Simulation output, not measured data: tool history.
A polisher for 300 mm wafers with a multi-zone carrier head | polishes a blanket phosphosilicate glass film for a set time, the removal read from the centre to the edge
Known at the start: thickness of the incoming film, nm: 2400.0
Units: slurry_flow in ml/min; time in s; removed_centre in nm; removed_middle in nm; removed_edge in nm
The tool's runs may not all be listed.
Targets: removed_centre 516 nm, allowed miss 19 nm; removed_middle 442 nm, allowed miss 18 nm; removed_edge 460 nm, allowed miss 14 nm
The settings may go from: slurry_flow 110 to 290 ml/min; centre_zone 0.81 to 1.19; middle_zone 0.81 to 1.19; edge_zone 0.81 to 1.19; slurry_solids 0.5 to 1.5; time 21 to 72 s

run 1 hour=0 | slurry_flow=185 centre_zone=1 middle_zone=1 edge_zone=1 slurry_solids=1 time=46 | removed_centre=369.76 removed_middle=371.46 removed_edge=394.59
run 2 hour=6.3 | slurry_flow=185 centre_zone=1 middle_zone=0.96 edge_zone=1 slurry_solids=1 time=46 | removed_centre=377.43 removed_middle=360.32 removed_edge=389.72
run 3 hour=13.6 | slurry_flow=195 centre_zone=1.03 middle_zone=0.98 edge_zone=1.01 slurry_solids=1.05 time=46 | removed_centre=406.9 removed_middle=391.85 removed_edge=409.94
run 4 hour=20.9 | slurry_flow=205 centre_zone=1.05 middle_zone=0.97 edge_zone=1.03 slurry_solids=1.05 time=46 | removed_centre=412.92 removed_middle=381.63 removed_edge=415.36
run 5 hour=25.9 | slurry_flow=205 centre_zone=1.05 middle_zone=0.97 edge_zone=1.03 slurry_solids=1.05 time=36 | removed_centre=325.04 removed_middle=304.29 removed_edge=322.77
run 6 hour=31 | slurry_flow=205 centre_zone=0.97 middle_zone=0.97 edge_zone=1.03 slurry_solids=1.05 time=36 | removed_centre=294 removed_middle=298.87 removed_edge=323.19
run 7 hour=39.2 | slurry_flow=250 centre_zone=1.07 middle_zone=1.02 edge_zone=1.13 slurry_solids=1.3 time=40 | removed_centre=418.85 removed_middle=407.91 removed_edge=434.94
run 8 hour=40.7 | slurry_flow=255 centre_zone=1.09 middle_zone=1.02 edge_zone=1.13 slurry_solids=1.3 time=40 | removed_centre=440.34 removed_middle=390.32 removed_edge=434.27
-- hour=48.4 edge zone pressure recalibrated
run 9 hour=48.4 | slurry_flow=255 centre_zone=1.1 middle_zone=1.04 edge_zone=1.13 slurry_solids=1.3 time=40 | removed_centre=443.75 removed_middle=406.8 removed_edge=415.37
run 10 hour=52.2 | slurry_flow=260 centre_zone=1.11 middle_zone=1.04 edge_zone=1.14 slurry_solids=1.35 time=40 | removed_centre=446.98 removed_middle=414.22 removed_edge=423.33
run 11 hour=54.1 | slurry_flow=265 centre_zone=1.12 middle_zone=1.04 edge_zone=1.15 slurry_solids=1.4 time=40 | removed_centre=467.96 removed_middle=422.35 removed_edge=438.88

Which of these 5 next moves meets every target?
run A hour=56 | slurry_flow=290 centre_zone=1.16 middle_zone=1.09 edge_zone=1.1 slurry_solids=1.4 time=43 | removed_centre=? removed_middle=? removed_edge=?
run B hour=56 | slurry_flow=225 centre_zone=0.97 middle_zone=0.84 edge_zone=1.14 slurry_solids=1.3 time=46 | removed_centre=? removed_middle=? removed_edge=?
run C hour=56 | slurry_flow=245 centre_zone=1.12 middle_zone=0.96 edge_zone=1.02 slurry_solids=1.3 time=47 | removed_centre=? removed_middle=? removed_edge=?
run D hour=56 | slurry_flow=260 centre_zone=0.99 middle_zone=1.12 edge_zone=1.11 slurry_solids=1.3 time=41 | removed_centre=? removed_middle=? removed_edge=?
run E hour=56 | slurry_flow=270 centre_zone=0.96 middle_zone=0.89 edge_zone=1.17 slurry_solids=1.45 time=40 | removed_centre=? removed_middle=? removed_edge=?

move=A removed_centre=523.99 removed_middle=482.49 removed_edge=465.9
move=B removed_centre=436.71 removed_middle=389.34 removed_edge=480.13
move=C removed_centre=522.45 removed_middle=448.97 removed_edge=469.38
move=D removed_centre=406.09 removed_middle=449.81 removed_edge=426.8
move=E removed_centre=405.13 removed_middle=381.75 removed_edge=451.65
A: brings the result that was furthest off to its target, and leaves another outside
B: further off than the last run
C: meets every target
D: further off than the last run
E: further off than the last run
Move C is the one to make.
